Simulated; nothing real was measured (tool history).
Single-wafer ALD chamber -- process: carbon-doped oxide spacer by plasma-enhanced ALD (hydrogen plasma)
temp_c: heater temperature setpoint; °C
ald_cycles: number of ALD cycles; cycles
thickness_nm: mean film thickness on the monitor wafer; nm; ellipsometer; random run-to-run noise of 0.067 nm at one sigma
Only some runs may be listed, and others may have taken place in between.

run	hour	temp_c	ald_cycles	thickness_nm
1	0.0	380	342	16.676
2	7.0	380	318	15.582
3	14.0	372	318	15.505
4	21.5	377	318	15.599
5	29.9	368	318	15.583
6	32.5	368	334	16.478
7	34.5	368	334	16.332

The next listed run, before its measurement:
8	40.8	368	344	?

{"run 8": {"thickness_nm": 16.703}}
